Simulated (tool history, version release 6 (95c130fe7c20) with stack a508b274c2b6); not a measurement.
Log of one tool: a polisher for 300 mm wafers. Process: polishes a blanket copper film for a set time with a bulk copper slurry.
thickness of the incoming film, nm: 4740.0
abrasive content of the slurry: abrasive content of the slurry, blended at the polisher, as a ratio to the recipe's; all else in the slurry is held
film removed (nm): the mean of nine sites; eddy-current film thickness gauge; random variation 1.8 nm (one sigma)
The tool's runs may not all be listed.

| run | hour | flow of slurry (ml/min) | pressure of the wafer on the pad (kPa) | speed of the pad under the wafer (m/s) | abrasive content of the slurry | polishing time (s) | film removed (nm) |
|---|---|---|---|---|---|---|---|
| 1 | 0.0 | 235 | 23.4 | 1.22 | 1.0 | 27 | 440.05 |
| 2 | 1.8 | 235 | 26.9 | 1.22 | 1.0 | 27 | 482.89 |
| 3 | 5.6 | 235 | 26.9 | 1.22 | 1.0 | 24 | 431.74 |
| 4 | 7.3 | 235 | 26.9 | 1.22 | 1.0 | 24 | 431.80 |
| 5 | 11.6 | 230 | 21.4 | 1.16 | 1.0 | 24 | 337.59 |
| 6 | 17.8 | 215 | 18.6 | 1.16 | 1.0 | 24 | 301.45 |
| 7 | 25.5 | 200 | 17.2 | 1.16 | 1.0 | 24 | 286.29 |

Run 8 comes next. What will it give?
| 8 | 28.7 | 195 | 15.9 | 1.16 | 1.0 | 24 | ? |

{"run 8": {"film removed (nm)": 269.3}}

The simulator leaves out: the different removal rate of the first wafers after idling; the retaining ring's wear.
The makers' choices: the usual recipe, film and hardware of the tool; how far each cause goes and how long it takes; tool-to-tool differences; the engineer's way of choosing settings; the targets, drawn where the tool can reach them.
